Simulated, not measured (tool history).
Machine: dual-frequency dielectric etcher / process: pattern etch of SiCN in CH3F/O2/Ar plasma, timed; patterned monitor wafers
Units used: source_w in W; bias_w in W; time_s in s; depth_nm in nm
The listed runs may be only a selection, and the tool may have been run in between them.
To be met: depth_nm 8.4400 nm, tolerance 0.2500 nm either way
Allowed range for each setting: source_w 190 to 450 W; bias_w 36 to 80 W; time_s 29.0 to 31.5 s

run  hour  source_w  bias_w  time_s  depth_nm
  1   0.0       320      58    31.5   10.6390
  2   2.1       320      58    31.5   10.5560
  3   6.5       300      55    31.0   10.1470
  4  14.5       300      55    31.5   10.2130
  5  21.6       250      55    31.5    9.8164
  6  26.5       240      52    31.0    9.3189
  7  33.5       230      50    31.0    9.1164
  8  36.7       220      49    31.0    8.8208
  9  38.3       220      48    31.0    8.7186

5 next moves are on the table. One of them brings every result within its allowed miss. Which?
  A  39.9       330      40    31.5         ?
  B  39.9       230      52    31.5         ?
  C  39.9       220      42    31.5         ?
  D  39.9       210      56    31.5         ?
  E  39.9       280      55    29.0         ?

move  depth_nm
   A    9.1120
   B    9.2517
   C    8.3519
   D    9.3453
   E    9.1694
A: its largest miss is bigger than the last run's
B: its largest miss is bigger than the last run's
C: all results in spec
D: its largest miss is bigger than the last run's
E: its largest miss is bigger than the last run's
So the answer is move C, the one that meets all the targets.

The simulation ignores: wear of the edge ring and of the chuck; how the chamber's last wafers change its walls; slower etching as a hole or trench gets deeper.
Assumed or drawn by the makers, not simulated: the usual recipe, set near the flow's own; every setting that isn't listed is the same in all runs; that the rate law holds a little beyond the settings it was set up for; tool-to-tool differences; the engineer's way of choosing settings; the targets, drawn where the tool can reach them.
